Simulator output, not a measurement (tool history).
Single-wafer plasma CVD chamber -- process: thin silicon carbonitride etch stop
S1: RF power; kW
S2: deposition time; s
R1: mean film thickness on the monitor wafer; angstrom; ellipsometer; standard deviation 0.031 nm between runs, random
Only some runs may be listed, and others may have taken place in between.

Run 1, hour 0: S1 0.245 kW, S2 22.2 s. Result: R1 126.31 angstrom.
Run 2, hour 1.8: S1 0.24 kW, S2 22.1 s. Result: R1 125.12 angstrom.
Run 3, hour 8.5: S1 0.24 kW, S2 20.7 s. Result: R1 117.18 angstrom.
Run 4, hour 10.2: S1 0.24 kW, S2 21.9 s. Result: R1 123.74 angstrom.
Run 5, hour 12.9: S1 0.235 kW, S2 21.8 s. Result: R1 122.79 angstrom.
Run 6, hour 21.4: S1 0.26 kW, S2 21.8 s. Result: R1 127.25 angstrom.
Run 7, hour 27.1: S1 0.255 kW, S2 21.8 s. Result: R1 126.8 angstrom.
Run 8, hour 34.6: S1 0.25 kW, S2 21.8 s. Result: R1 125.45 angstrom.
Run 9, hour 36.4: S1 0.245 kW, S2 21.8 s. Result: R1 124.49 angstrom.

Estimate the outcome of run 10 from the log above:
Run 10, hour 43.9: S1 0.24 kW, S2 21.8 s. Result: R1 ?.

{"run 10": {"R1": 123.82}}
